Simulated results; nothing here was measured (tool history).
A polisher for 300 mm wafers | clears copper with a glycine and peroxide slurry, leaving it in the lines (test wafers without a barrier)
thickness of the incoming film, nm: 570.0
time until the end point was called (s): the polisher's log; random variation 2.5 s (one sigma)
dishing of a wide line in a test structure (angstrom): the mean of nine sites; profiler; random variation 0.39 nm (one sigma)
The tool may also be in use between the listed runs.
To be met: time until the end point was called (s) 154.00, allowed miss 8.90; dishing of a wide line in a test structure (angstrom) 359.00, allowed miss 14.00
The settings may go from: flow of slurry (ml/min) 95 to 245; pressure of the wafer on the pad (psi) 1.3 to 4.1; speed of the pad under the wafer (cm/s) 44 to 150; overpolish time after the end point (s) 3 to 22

| run | hour | flow of slurry (ml/min) | pressure of the wafer on the pad (psi) | speed of the pad under the wafer (cm/s) | overpolish time after the end point (s) | time until the end point was called (s) | dishing of a wide line in a test structure (angstrom) |
|---|---|---|---|---|---|---|---|
| 1 | 0.0 | 155 | 2.7 | 96 | 11 | 118.45 | 306.60 |
| 2 | 5.2 | 155 | 3.2 | 96 | 11 | 108.14 | 342.25 |
| 3 | 11.8 | 140 | 3.2 | 96 | 11 | 106.60 | 335.53 |
| 4 | 16.4 | 140 | 3.2 | 96 | 7 | 105.40 | 235.01 |
| 5 | 16.9 | 140 | 2.8 | 96 | 7 | 119.88 | 214.22 |
| 6 | 23.7 | 135 | 2.7 | 92 | 9 | 126.63 | 254.00 |
| 7 | 31.2 | 135 | 2.7 | 88 | 10 | 128.15 | 272.37 |
|  | 39.4 | head pressure recalibrated |
| 8 | 39.4 | 135 | 2.6 | 84 | 11 | 129.79 | 294.92 |
| 9 | 47.8 | 135 | 2.5 | 78 | 12 | 134.57 | 288.16 |
| 10 | 56.0 | 110 | 1.8 | 82 | 18 | 175.62 | 333.31 |
| 11 | 56.5 | 120 | 1.9 | 82 | 18 | 165.86 | 349.19 |
| 12 | 59.1 | 125 | 1.9 | 82 | 18 | 164.29 | 354.61 |

4 next moves are on the table. One of them brings every result within its allowed miss. Which?
| A | 61.7 | 100 | 1.6 | 110 | 18 | ? | ? |
| B | 61.7 | 115 | 1.8 | 84 | 18 | ? | ? |
| C | 61.7 | 130 | 1.5 | 86 | 21 | ? | ? |
| D | 61.7 | 145 | 1.8 | 76 | 18 | ? | ? |

| move | time until the end point was called (s) | dishing of a wide line in a test structure (angstrom) |
|---|---|---|
| A | 158.14 | 358.77 |
| B | 171.82 | 343.76 |
| C | 184.10 | 365.78 |
| D | 175.14 | 341.16 |
A: meets every target
B: further off than the last run
C: further off than the last run
D: further off than the last run
Move A is the one to make.
